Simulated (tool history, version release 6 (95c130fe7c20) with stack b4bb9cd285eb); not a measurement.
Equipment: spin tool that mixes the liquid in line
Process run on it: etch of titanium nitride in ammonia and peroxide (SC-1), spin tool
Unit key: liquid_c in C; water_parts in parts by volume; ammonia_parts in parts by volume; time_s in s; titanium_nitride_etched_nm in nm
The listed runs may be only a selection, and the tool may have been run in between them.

run	hour	liquid_c	water_parts	ammonia_parts	time_s	titanium_nitride_etched_nm
1	0.0	48.0	15	0.75	215	18.087
2	8.9	49.5	15	0.75	215	19.958
3	14.6	55.0	15	0.75	215	29.342
4	22.1	58.0	15	0.75	215	35.960
5	25.0	60.5	15	0.75	215	42.214
6	32.2	60.5	15	0.75	225	44.407
7	37.0	58.0	15	0.75	225	37.449
8	38.2	56.0	15	0.75	225	32.933
9	44.6	55.0	15	0.75	225	30.910

Forecast run 10:
10	52.5	54.0	15	0.75	225	?

{"run 10": {"titanium_nitride_etched_nm": 28.503}}
